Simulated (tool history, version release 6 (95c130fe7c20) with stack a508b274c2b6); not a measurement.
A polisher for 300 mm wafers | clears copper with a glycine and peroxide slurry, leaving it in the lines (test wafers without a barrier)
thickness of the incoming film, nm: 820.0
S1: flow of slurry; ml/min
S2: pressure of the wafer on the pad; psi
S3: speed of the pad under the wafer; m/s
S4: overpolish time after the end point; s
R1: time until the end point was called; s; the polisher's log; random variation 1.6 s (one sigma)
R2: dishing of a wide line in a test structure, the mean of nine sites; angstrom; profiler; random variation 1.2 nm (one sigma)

Run 1, hour 0: S1 295 ml/min, S2 2.3 psi, S3 1.26 m/s, S4 25 s. Result: R1 148.37 s, R2 481.73 angstrom.
Run 2, hour 1.3: S1 295 ml/min, S2 2.5 psi, S3 1.28 m/s, S4 24 s. Result: R1 139.26 s, R2 455.42 angstrom.
Run 3, hour 4.1: S1 295 ml/min, S2 3 psi, S3 1.28 m/s, S4 24 s. Result: R1 134.03 s, R2 478.65 angstrom.
Run 4, hour 5.6: S1 295 ml/min, S2 3.1 psi, S3 1.34 m/s, S4 24 s. Result: R1 123.04 s, R2 491.91 angstrom.
Run 5, hour 12.3: S1 295 ml/min, S2 3.2 psi, S3 1.38 m/s, S4 24 s. Result: R1 118.01 s, R2 510.1 angstrom.
Run 6, hour 20.5: S1 295 ml/min, S2 3.3 psi, S3 1.4 m/s, S4 23 s. Result: R1 113.51 s, R2 526.66 angstrom.
Run 7, hour 26.4: S1 295 ml/min, S2 3.3 psi, S3 1.42 m/s, S4 21 s. Result: R1 113.55 s, R2 478.93 angstrom.

Run 8 comes next. What will it give?
Run 8, hour 33: S1 295 ml/min, S2 3.3 psi, S3 1.44 m/s, S4 21 s. Result: R1 ?, R2 ?.

{"run 8": {"R1": 114.09, "R2": 503.23}}

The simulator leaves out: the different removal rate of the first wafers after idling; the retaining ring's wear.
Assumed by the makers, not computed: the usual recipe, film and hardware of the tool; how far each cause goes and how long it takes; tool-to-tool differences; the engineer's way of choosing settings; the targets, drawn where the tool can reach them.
